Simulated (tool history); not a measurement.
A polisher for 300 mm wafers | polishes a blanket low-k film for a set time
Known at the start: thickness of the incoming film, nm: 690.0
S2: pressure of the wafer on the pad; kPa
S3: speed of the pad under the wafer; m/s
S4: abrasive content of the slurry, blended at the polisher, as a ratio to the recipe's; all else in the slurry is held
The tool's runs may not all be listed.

run 1 hour=0 | flow_of_slurry_(ml/min)=240 S2=9.7 S3=0.96 S4=1 polishing_time_(s)=62 | film_removed_(angstrom)=147.15
run 2 hour=8.5 | flow_of_slurry_(ml/min)=240 S2=11 S3=0.98 S4=1 polishing_time_(s)=62 | film_removed_(angstrom)=165.58
run 3 hour=9.9 | flow_of_slurry_(ml/min)=240 S2=11.7 S3=1 S4=1 polishing_time_(s)=62 | film_removed_(angstrom)=176.45
run 4 hour=12.7 | flow_of_slurry_(ml/min)=240 S2=12.4 S3=1.02 S4=1 polishing_time_(s)=62 | film_removed_(angstrom)=192.49
run 5 hour=17.8 | flow_of_slurry_(ml/min)=190 S2=12.4 S3=1.02 S4=1 polishing_time_(s)=62 | film_removed_(angstrom)=184.96
run 6 hour=21.4 | flow_of_slurry_(ml/min)=190 S2=12.4 S3=0.92 S4=1 polishing_time_(s)=62 | film_removed_(angstrom)=173.81
run 7 hour=28.1 | flow_of_slurry_(ml/min)=190 S2=13.1 S3=0.94 S4=1 polishing_time_(s)=62 | film_removed_(angstrom)=185.63
run 8 hour=34.6 | flow_of_slurry_(ml/min)=190 S2=13.8 S3=0.96 S4=1 polishing_time_(s)=62 | film_removed_(angstrom)=201.14

For run 9, what comes out?
run 9 hour=36.6 | flow_of_slurry_(ml/min)=190 S2=14.5 S3=0.96 S4=1 polishing_time_(s)=62 | film_removed_(angstrom)=?

Run 9 came out at film removed (angstrom) 207.93.
